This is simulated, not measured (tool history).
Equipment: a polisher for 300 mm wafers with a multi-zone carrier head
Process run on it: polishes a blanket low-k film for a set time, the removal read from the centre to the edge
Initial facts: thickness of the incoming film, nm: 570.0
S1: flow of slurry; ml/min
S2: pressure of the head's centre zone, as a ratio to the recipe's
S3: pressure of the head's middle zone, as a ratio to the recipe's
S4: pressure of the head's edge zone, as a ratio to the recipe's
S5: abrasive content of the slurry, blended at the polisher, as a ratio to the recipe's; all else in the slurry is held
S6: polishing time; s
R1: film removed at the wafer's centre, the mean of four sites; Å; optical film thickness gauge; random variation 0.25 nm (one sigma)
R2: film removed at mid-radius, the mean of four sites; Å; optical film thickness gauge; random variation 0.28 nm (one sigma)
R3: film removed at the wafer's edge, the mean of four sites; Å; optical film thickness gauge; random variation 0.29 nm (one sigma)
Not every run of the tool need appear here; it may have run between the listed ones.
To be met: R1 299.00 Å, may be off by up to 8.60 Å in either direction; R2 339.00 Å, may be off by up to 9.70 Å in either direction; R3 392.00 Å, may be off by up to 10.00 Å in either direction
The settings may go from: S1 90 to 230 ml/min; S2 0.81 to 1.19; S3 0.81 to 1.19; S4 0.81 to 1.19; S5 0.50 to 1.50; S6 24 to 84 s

run  hour   S1    S2    S3    S4    S5  S6      R1      R2      R3
  1   0.0  150  1.00  1.00  1.00  1.00  54  267.16  267.67  269.49
  2   5.6  150  1.00  1.00  1.00  1.10  54  286.79  284.71  288.20
  3   7.0  155  0.98  1.00  1.03  1.15  54  284.41  293.10  298.78
  4   7.9  160  0.97  0.99  1.05  1.20  54  297.34  303.45  305.56
  5  12.8  150  0.95  0.98  1.07  1.25  55  295.68  304.08  325.37
  6  21.1  150  0.95  0.98  1.07  1.05  55  267.36  278.92  295.30
  7  29.2  150  0.95  0.98  1.07  1.05  55  267.91  277.19  294.56
  8  37.9  150  0.94  0.98  1.08  1.10  55  272.01  285.55  305.98
  9  42.6  150  0.93  0.98  1.09  1.15  55  279.12  292.34  316.13
 10  44.4  150  0.92  0.98  1.10  1.20  55  279.15  300.26  320.65
 11  45.8  150  0.91  0.97  1.11  1.25  55  280.51  303.86  328.58
 12  52.6  150  0.90  0.97  1.12  1.30  55  287.59  309.04  341.76
 13  56.4  150  0.89  0.97  1.13  1.30  55  279.77  314.21  339.33
 14  61.9  190  0.83  0.87  1.19  1.50  55  298.16  314.31  389.01
 15  66.6  190  0.83  0.88  1.19  1.50  55  295.97  319.41  386.16
 16  69.8  200  0.82  0.90  1.19  1.50  55  291.46  323.45  386.02
 17  71.8  200  0.82  0.90  1.19  1.50  55  292.34  325.11  380.82

Exactly one of the 5 candidate moves below puts every result within its allowed miss. Which one?
  A  73.8  210  0.81  0.91  1.17  1.50  56   ?   ?   ?
  B  73.8  210  0.83  0.88  1.19  1.35  57   ?   ?   ?
  C  73.8  155  0.87  0.93  1.19  1.45  59   ?   ?   ?
  D  73.8  200  0.82  0.91  1.18  1.45  53   ?   ?   ?
  E  73.8  220  0.85  0.96  1.13  1.50  57   ?   ?   ?

move      R1      R2      R3
   A  297.93  336.84  392.30
   B  296.26  318.27  384.71
   C  314.34  339.63  396.88
   D  279.13  312.12  365.78
   E  319.91  360.70  393.75
A: in spec on every target
B: its largest miss is bigger than the last run's
C: brings the result that was furthest off to its target, and leaves another outside
D: its largest miss is bigger than the last run's
E: takes the result that was furthest off past its target
A meets every target.
